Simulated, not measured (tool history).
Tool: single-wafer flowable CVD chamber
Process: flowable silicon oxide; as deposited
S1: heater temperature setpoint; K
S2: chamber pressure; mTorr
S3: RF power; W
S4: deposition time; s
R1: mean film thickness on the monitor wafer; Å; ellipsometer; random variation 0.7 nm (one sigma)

| run | hour | S1 | S2 | S3 | S4 | R1 |
|---|---|---|---|---|---|---|
| 1 | 0 | 383.15 | 595 | 2555 | 768 | 2227.8 |
| 2 | 5.1 | 390.15 | 595 | 2555 | 768 | 1831.3 |
| 3 | 6.8 | 390.15 | 595 | 2690 | 768 | 1842 |
| 4 | 9.4 | 390.15 | 668 | 2690 | 768 | 2060.9 |
| 5 | 15.9 | 394.15 | 668 | 2690 | 768 | 1864.2 |
| 6 | 21.5 | 389.15 | 668 | 2690 | 768 | 2103.6 |
| 7 | 22.7 | 390.15 | 668 | 2690 | 768 | 2043.7 |
| 8 | 29.5 | 391.15 | 668 | 2690 | 768 | 1990.1 |
| 9 | 30.4 | 392.15 | 668 | 2690 | 768 | 1966.6 |
| 10 | 33.5 | 393.15 | 668 | 2690 | 768 | 1901.6 |

The next listed run, before its measurement:
| 11 | 40.1 | 394.15 | 668 | 2690 | 768 | ? |

R1: 1838.7 Å
